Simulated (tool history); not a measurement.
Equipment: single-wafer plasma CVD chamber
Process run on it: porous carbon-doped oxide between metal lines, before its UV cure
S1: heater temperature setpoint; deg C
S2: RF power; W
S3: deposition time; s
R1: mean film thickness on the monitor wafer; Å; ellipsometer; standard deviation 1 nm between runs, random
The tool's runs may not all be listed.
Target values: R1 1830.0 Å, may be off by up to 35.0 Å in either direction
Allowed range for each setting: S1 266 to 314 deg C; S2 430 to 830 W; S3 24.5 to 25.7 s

run,hour,S1,S2,S3,R1
1,0.0,290,630,25.7,1681.5
2,8.8,290,630,24.5,1612.4
3,13.6,290,560,24.5,1525.8
4,19.0,286,575,24.5,1576.1
5,24.4,286,490,24.5,1457.1
6,30.8,283,515,24.6,1517.8
7,34.9,280,540,24.7,1609.0
8,36.8,278,545,24.7,1638.2
9,44.7,276,550,24.7,1666.1
10,47.9,274,555,24.7,1690.9
11,52.5,273,560,24.7,1696.6
12,55.4,272,570,24.7,1721.0
13,64.1,271,575,24.7,1746.0
14,68.2,270,580,24.7,1780.3
15,75.4,269,580,24.7,1778.3

Which one of the following 4 next-run settings gets every result inside its allowed miss? There is exactly one.
A,82.6,267,600,25.7,?
B,82.6,266,590,25.7,?
C,82.6,269,575,24.5,?
D,82.6,274,600,25.7,?

move,R1
A,1894.0
B,1890.7
C,1748.4
D,1811.3
A: the result that was furthest off in the last run now lies on the other side of its target
B: the result that was furthest off in the last run now lies on the other side of its target
C: further off than the last run
D: each result inside its tolerance
The right move is D.
